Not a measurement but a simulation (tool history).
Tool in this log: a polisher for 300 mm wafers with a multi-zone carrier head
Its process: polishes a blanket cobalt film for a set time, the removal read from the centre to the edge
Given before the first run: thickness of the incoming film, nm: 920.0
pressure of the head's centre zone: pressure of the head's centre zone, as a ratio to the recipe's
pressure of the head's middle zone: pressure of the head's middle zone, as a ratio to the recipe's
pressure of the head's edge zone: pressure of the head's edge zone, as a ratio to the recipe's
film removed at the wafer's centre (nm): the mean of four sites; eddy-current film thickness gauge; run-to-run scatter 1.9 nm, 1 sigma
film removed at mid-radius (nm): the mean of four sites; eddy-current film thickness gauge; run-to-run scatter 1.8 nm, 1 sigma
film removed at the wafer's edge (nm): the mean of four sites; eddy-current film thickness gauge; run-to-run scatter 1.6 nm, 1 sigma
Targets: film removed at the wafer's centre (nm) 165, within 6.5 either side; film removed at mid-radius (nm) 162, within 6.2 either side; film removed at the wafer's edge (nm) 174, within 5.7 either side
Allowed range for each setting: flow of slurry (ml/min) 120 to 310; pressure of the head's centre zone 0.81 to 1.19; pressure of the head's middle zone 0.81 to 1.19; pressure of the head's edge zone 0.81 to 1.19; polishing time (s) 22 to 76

run	day	flow of slurry (ml/min)	pressure of the head's centre zone	pressure of the head's middle zone	pressure of the head's edge zone	polishing time (s)	film removed at the wafer's centre (nm)	film removed at mid-radius (nm)	film removed at the wafer's edge (nm)
1	0	200	1	1	1	49	190.13	190.3	175.65
2	0.2	195	0.99	0.98	1.01	49	185.42	182.57	180.1
3	0.392	195	0.99	0.9	1.01	49	183.58	172.91	180.03
4	0.738	190	0.98	0.9	1.01	49	183.34	174.92	181.2
5	0.958	190	1.01	0.9	1.01	49	191.46	173.55	180.69
6	1.138	190	1.01	0.96	1.01	49	190.47	179.38	176.75
7	1.338	185	1	0.95	1.01	49	190.67	180.88	178.17
# day 1.679: edge zone pressure recalibrated
8	1.679	185	0.99	0.94	1.01	49	190.06	180.94	187.5
9	1.725	190	0.98	0.92	1.01	49	185.66	174.95	188.61
10	1.975	195	0.97	0.92	1	48	181.22	170.16	184.15
11	2.108	195	0.97	0.93	1.01	47	178.48	171.03	183.19
12	2.188	195	0.97	0.93	1	46	173.52	165.65	177.43

Below are 4 possible settings for the next run. Only one of them brings all results inside the allowed miss of their targets. Which is it?
A	2.267	180	1.01	0.92	1.02	46	?	?	?
B	2.267	220	0.92	0.91	0.97	45	?	?	?
C	2.267	195	1.08	0.91	0.98	44	?	?	?
D	2.267	215	0.83	0.93	1.05	46	?	?	?

move	film removed at the wafer's centre (nm)	film removed at mid-radius (nm)	film removed at the wafer's edge (nm)
A	177.57	164.33	179.22
B	165.26	164.6	175.23
C	183.46	157.91	169.86
D	153.29	170.73	185.64
A: its largest miss is bigger than the last run's
B: hits every target within its allowed miss
C: its largest miss is bigger than the last run's
D: pushes the last run's worst result past its target
Answer: B
